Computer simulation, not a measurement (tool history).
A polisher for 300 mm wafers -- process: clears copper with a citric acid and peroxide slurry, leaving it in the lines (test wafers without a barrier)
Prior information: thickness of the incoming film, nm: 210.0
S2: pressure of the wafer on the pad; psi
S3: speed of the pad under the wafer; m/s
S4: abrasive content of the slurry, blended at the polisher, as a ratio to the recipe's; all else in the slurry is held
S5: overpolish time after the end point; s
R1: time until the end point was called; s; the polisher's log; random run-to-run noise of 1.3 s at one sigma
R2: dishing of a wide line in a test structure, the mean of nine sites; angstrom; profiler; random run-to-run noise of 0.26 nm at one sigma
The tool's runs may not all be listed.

Run 1, day 0.000: flow of slurry (ml/min) 265, S2 3.1 psi, S3 0.82 m/s, S4 1.00, S5 15 s. Result: R1 134.260 s, R2 187.100 angstrom.
Run 2, day 0.242: flow of slurry (ml/min) 265, S2 3.3 psi, S3 0.82 m/s, S4 1.00, S5 14 s. Result: R1 126.030 s, R2 175.290 angstrom.
Run 3, day 0.392: flow of slurry (ml/min) 265, S2 2.7 psi, S3 0.82 m/s, S4 1.00, S5 14 s. Result: R1 152.110 s, R2 150.710 angstrom.
Run 4, day 0.421: flow of slurry (ml/min) 265, S2 2.9 psi, S3 0.82 m/s, S4 1.00, S5 13 s. Result: R1 139.160 s, R2 147.200 angstrom.
Run 5, day 0.700: flow of slurry (ml/min) 265, S2 2.4 psi, S3 0.82 m/s, S4 1.00, S5 13 s. Result: R1 164.170 s, R2 125.340 angstrom.
Run 6, day 0.850: flow of slurry (ml/min) 265, S2 2.6 psi, S3 0.82 m/s, S4 1.00, S5 12 s. Result: R1 153.110 s, R2 126.680 angstrom.
Run 7, day 1.154: flow of slurry (ml/min) 265, S2 2.8 psi, S3 0.82 m/s, S4 1.00, S5 11 s. Result: R1 144.210 s, R2 128.370 angstrom.
Run 8, day 1.271: flow of slurry (ml/min) 265, S2 3.7 psi, S3 0.88 m/s, S4 1.00, S5 4 s. Result: R1 106.320 s, R2 62.858 angstrom.
Run 9, day 1.317: flow of slurry (ml/min) 265, S2 3.7 psi, S3 0.90 m/s, S4 1.00, S5 5 s. Result: R1 103.800 s, R2 77.563 angstrom.
At day 1.438: worn pad replaced by a new one.
Run 10, day 1.438: flow of slurry (ml/min) 265, S2 3.7 psi, S3 0.92 m/s, S4 1.00, S5 6 s. Result: R1 96.935 s, R2 100.400 angstrom.
Run 11, day 1.633: flow of slurry (ml/min) 260, S2 3.8 psi, S3 0.96 m/s, S4 0.95, S5 7 s. Result: R1 91.556 s, R2 121.710 angstrom.

The next listed run, before its measurement:
Run 12, day 1.729: flow of slurry (ml/min) 255, S2 4.0 psi, S3 0.98 m/s, S4 0.85, S5 7 s. Result: R1 ?, R2 ?.

Run 12 came out at R1 89.145 s, R2 123.670 angstrom.

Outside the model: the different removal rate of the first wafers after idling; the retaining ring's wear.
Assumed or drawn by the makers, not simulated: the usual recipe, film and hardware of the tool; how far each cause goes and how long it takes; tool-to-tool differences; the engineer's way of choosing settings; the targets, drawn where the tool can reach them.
